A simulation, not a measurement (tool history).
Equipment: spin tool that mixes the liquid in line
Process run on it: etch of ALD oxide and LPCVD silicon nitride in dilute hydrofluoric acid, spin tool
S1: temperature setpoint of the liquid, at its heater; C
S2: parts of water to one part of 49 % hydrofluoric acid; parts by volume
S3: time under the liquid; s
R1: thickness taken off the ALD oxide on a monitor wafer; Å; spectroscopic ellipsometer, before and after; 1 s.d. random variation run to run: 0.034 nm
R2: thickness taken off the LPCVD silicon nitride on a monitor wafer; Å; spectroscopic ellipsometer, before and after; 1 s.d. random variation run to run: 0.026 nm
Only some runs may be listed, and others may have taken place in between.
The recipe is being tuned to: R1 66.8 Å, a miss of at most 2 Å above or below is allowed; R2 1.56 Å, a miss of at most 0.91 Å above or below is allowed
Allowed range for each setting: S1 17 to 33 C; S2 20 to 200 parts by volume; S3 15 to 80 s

{"run": 1, "day": 0.0, "S1": 25, "S2": 110, "S3": 40, "R1": 76.659, "R2": 2.0232}
{"run": 2, "day": 0.242, "S1": 24.5, "S2": 110, "S3": 40, "R1": 75.098, "R2": 1.3215}
{"run": 3, "day": 0.6, "S1": 24.5, "S2": 110, "S3": 50, "R1": 93.639, "R2": 2.0493}
{"run": 4, "day": 0.908, "S1": 24.5, "S2": 110, "S3": 65, "R1": 122.46, "R2": 3.809}
{"run": 5, "day": 1.0, "S1": 23.5, "S2": 115, "S3": 65, "R1": 112.49, "R2": 3.1923}
{"run": 6, "day": 1.058, "S1": 22.5, "S2": 120, "S3": 65, "R1": 102.92, "R2": 2.2421}
{"run": 7, "day": 1.296, "S1": 22.5, "S2": 120, "S3": 65, "R1": 102.75, "R2": 2.6952}
{"run": 8, "day": 1.558, "S1": 22, "S2": 125, "S3": 65, "R1": 96.329, "R2": 2.4555}
{"run": 9, "day": 1.638, "S1": 21.5, "S2": 130, "S3": 65, "R1": 90.523, "R2": 1.9959}
{"run": 10, "day": 1.912, "S1": 21, "S2": 135, "S3": 65, "R1": 84.96, "R2": 2.4844}
{"run": 11, "day": 2.15, "S1": 20.5, "S2": 135, "S3": 65, "R1": 82.573, "R2": 2.1593}
{"run": 12, "day": 2.375, "S1": 20, "S2": 135, "S3": 65, "R1": 81.472, "R2": 2.0386}
{"run": 13, "day": 2.658, "S1": 19.5, "S2": 135, "S3": 65, "R1": 80.313, "R2": 1.5924}
{"run": 14, "day": 2.821, "S1": 19, "S2": 145, "S3": 65, "R1": 71.729, "R2": 1.7185}
{"run": 15, "day": 3.042, "S1": 18, "S2": 145, "S3": 65, "R1": 69.39, "R2": 1.2607}

Next run, 4 choices. One meets every target within its allowed miss, the rest don't. Which?
{"run": "A", "day": 3.262, "S1": 18.5, "S2": 175, "S3": 70, "R1": "?", "R2": "?"}
{"run": "B", "day": 3.262, "S1": 18.5, "S2": 160, "S3": 65, "R1": "?", "R2": "?"}
{"run": "C", "day": 3.262, "S1": 19, "S2": 165, "S3": 70, "R1": "?", "R2": "?"}
{"run": "D", "day": 3.262, "S1": 18.5, "S2": 150, "S3": 60, "R1": "?", "R2": "?"}

move=A R1=61.238 R2=1.5519
move=B R1=63.119 R2=1.5716
move=C R1=66.912 R2=1.6989
move=D R1=62.772 R2=1.5442
A: moves the result that the last run missed by most past its target, out the other side
B: moves the result that the last run missed by most past its target, out the other side
C: meets every target
D: moves the result that the last run missed by most past its target, out the other side
So the answer is move C, the one that meets all the targets.
